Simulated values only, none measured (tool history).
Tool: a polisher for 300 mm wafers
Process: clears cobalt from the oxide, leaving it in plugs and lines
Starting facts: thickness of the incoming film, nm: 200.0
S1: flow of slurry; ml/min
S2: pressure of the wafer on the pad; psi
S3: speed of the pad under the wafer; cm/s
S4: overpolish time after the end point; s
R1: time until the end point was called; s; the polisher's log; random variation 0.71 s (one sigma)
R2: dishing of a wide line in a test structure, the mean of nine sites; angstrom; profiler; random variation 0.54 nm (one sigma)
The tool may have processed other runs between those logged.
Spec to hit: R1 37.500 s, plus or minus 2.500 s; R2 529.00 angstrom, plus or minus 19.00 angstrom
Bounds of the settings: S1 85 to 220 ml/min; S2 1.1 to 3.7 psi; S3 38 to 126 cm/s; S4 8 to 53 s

Run 1, hour 0.0: S1 140 ml/min, S2 2.4 psi, S3 82 cm/s, S4 27 s. Result: R1 47.205 s, R2 464.72 angstrom.
Run 2, hour 8.8: S1 140 ml/min, S2 2.4 psi, S3 92 cm/s, S4 27 s. Result: R1 43.228 s, R2 484.01 angstrom.
Run 3, hour 14.8: S1 140 ml/min, S2 2.4 psi, S3 84 cm/s, S4 27 s. Result: R1 48.264 s, R2 480.80 angstrom.
Run 4, hour 20.6: S1 140 ml/min, S2 2.5 psi, S3 84 cm/s, S4 27 s. Result: R1 45.422 s, R2 479.37 angstrom.
Run 5, hour 22.5: S1 115 ml/min, S2 2.5 psi, S3 84 cm/s, S4 27 s. Result: R1 47.821 s, R2 470.06 angstrom.
Run 6, hour 27.4: S1 115 ml/min, S2 2.5 psi, S3 92 cm/s, S4 27 s. Result: R1 44.314 s, R2 482.89 angstrom.
Run 7, hour 29.5: S1 120 ml/min, S2 2.5 psi, S3 92 cm/s, S4 27 s. Result: R1 43.211 s, R2 495.33 angstrom.
Run 8, hour 32.9: S1 130 ml/min, S2 2.6 psi, S3 92 cm/s, S4 28 s. Result: R1 41.289 s, R2 493.65 angstrom.
Run 9, hour 34.5: S1 130 ml/min, S2 2.6 psi, S3 92 cm/s, S4 29 s. Result: R1 40.344 s, R2 502.33 angstrom.
Run 10, hour 35.8: S1 130 ml/min, S2 2.6 psi, S3 92 cm/s, S4 29 s. Result: R1 40.284 s, R2 504.53 angstrom.

Exactly one of the 5 candidate moves below puts every result within its allowed miss. Which one?
Run A, hour 37.1: S1 155 ml/min, S2 2.4 psi, S3 90 cm/s, S4 29 s. Result: R1 ?, R2 ?.
Run B, hour 37.1: S1 120 ml/min, S2 2.6 psi, S3 84 cm/s, S4 44 s. Result: R1 ?, R2 ?.
Run C, hour 37.1: S1 120 ml/min, S2 2.7 psi, S3 100 cm/s, S4 26 s. Result: R1 ?, R2 ?.
Run D, hour 37.1: S1 120 ml/min, S2 2.6 psi, S3 102 cm/s, S4 37 s. Result: R1 ?, R2 ?.
Run E, hour 37.1: S1 105 ml/min, S2 2.6 psi, S3 100 cm/s, S4 20 s. Result: R1 ?, R2 ?.

move      R1      R2
   A  43.542  495.60
   B  45.816  525.51
   C  37.412  499.15
   D  37.927  525.17
   E  40.026  456.25
A: moves away from the targets compared with the last run
B: meets the target for the result that was furthest off, but another lies outside its allowed miss
C: moves away from the targets compared with the last run
D: each result inside its tolerance
E: moves away from the targets compared with the last run
So the answer is move D, the one that meets all the targets.
